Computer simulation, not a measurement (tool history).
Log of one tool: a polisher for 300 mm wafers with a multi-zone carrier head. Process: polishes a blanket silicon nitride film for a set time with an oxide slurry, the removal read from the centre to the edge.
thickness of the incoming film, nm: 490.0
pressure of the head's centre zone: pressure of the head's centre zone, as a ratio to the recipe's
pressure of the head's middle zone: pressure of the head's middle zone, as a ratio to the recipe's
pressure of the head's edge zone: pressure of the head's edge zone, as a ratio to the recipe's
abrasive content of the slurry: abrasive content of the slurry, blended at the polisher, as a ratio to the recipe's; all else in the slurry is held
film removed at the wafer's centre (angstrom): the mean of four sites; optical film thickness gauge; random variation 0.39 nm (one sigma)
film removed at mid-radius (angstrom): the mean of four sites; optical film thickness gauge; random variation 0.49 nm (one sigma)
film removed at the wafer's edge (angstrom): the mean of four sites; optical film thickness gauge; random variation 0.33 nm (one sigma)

| run | hour | flow of slurry (ml/min) | pressure of the head's centre zone | pressure of the head's middle zone | pressure of the head's edge zone | abrasive content of the slurry | polishing time (s) | film removed at the wafer's centre (angstrom) | film removed at mid-radius (angstrom) | film removed at the wafer's edge (angstrom) |
|---|---|---|---|---|---|---|---|---|---|---|
| 1 | 0 | 235 | 1 | 1 | 1 | 1 | 85 | 341.81 | 344.89 | 354.4 |
| 2 | 4.7 | 245 | 0.99 | 1.04 | 1.03 | 1.05 | 85 | 349.48 | 370.51 | 376.28 |
| 3 | 13.7 | 245 | 1.05 | 1.04 | 1.03 | 1.05 | 85 | 373.12 | 363.87 | 369.84 |
| 4 | 16.5 | 245 | 1.05 | 1.1 | 1.03 | 1.05 | 85 | 380.22 | 381.8 | 371.35 |
| 5 | 22.1 | 245 | 1.05 | 1.1 | 1.03 | 1.05 | 71 | 310.25 | 317.32 | 309.22 |
| 6 | 30.4 | 245 | 1.05 | 1.16 | 1.03 | 1.05 | 71 | 314.89 | 333.02 | 304.46 |

Forecast run 7:
| 7 | 38.1 | 255 | 1.03 | 1.17 | 1.06 | 1.15 | 71 | ? | ? | ? |

Run 7 gave film removed at the wafer's centre (angstrom) 331.26, film removed at mid-radius (angstrom) 349.96, film removed at the wafer's edge (angstrom) 330.32.

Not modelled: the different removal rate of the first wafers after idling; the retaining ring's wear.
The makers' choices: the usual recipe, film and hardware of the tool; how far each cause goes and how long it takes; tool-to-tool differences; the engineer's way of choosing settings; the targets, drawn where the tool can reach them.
